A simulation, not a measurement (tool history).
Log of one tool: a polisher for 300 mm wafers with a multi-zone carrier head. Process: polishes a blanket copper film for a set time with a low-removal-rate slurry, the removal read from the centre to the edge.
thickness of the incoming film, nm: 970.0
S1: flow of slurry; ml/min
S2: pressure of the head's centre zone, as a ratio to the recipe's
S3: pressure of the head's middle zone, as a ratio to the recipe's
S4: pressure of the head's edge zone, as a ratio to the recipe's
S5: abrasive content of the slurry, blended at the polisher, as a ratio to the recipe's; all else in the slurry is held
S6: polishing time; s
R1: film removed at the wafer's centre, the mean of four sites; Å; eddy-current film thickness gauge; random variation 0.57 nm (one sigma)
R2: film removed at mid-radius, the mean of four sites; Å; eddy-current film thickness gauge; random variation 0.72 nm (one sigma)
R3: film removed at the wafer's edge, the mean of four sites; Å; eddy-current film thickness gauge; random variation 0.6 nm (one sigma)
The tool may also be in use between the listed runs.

run 1 day=0.000 | S1=295 S2=1.00 S3=1.00 S4=1.00 S5=1.00 S6=49 | R1=1130.20 R2=1010.00 R3=1016.30
run 2 day=0.233 | S1=290 S2=0.96 S3=1.00 S4=0.98 S5=0.85 S6=42 | R1=908.19 R2=847.94 R3=844.82
run 3 day=0.388 | S1=240 S2=0.96 S3=1.00 S4=0.98 S5=0.85 S6=42 | R1=890.18 R2=829.81 R3=835.71
run 4 day=0.712 | S1=240 S2=0.93 S3=1.00 S4=0.96 S5=0.75 S6=37 | R1=737.51 R2=705.02 R3=683.34
run 5 day=1.038 | S1=240 S2=0.93 S3=1.00 S4=0.96 S5=0.75 S6=46 | R1=910.56 R2=877.37 R3=853.51
run 6 day=1.271 | S1=240 S2=0.96 S3=1.00 S4=0.96 S5=0.75 S6=46 | R1=947.74 R2=900.07 R3=882.08
run 7 day=1.521 | S1=230 S2=0.92 S3=1.00 S4=0.97 S5=0.70 S6=41 | R1=773.58 R2=766.51 R3=753.49
run 8 day=1.746 | S1=225 S2=0.89 S3=0.99 S4=0.96 S5=0.65 S6=38 | R1=684.59 R2=685.19 R3=693.65
run 9 day=1.854 | S1=220 S2=0.87 S3=0.99 S4=0.94 S5=0.60 S6=36 | R1=624.39 R2=636.55 R3=630.70
run 10 day=2.008 | S1=215 S2=0.86 S3=0.99 S4=0.92 S5=0.55 S6=35 | R1=583.95 R2=613.27 R3=581.14
run 11 day=2.308 | S1=210 S2=0.85 S3=0.97 S4=0.91 S5=0.55 S6=34 | R1=560.28 R2=571.05 R3=569.45
-- day=2.454 centre zone pressure recalibrated
run 12 day=2.454 | S1=205 S2=0.84 S3=0.97 S4=0.90 S5=0.55 S6=34 | R1=506.73 R2=568.55 R3=565.48
run 13 day=2.667 | S1=220 S2=0.85 S3=0.96 S4=0.89 S5=0.55 S6=33 | R1=485.93 R2=572.12 R3=550.21
run 14 day=2.796 | S1=175 S2=0.95 S3=0.90 S4=0.86 S5=0.50 S6=31 | R1=498.09 R2=463.22 R3=476.70

Forecast run 15:
run 15 day=2.829 | S1=190 S2=0.93 S3=0.91 S4=0.86 S5=0.50 S6=31 | R1=? R2=? R3=?

{"run 15": {"R1": 486.61, "R2": 470.69, "R3": 495.47}}

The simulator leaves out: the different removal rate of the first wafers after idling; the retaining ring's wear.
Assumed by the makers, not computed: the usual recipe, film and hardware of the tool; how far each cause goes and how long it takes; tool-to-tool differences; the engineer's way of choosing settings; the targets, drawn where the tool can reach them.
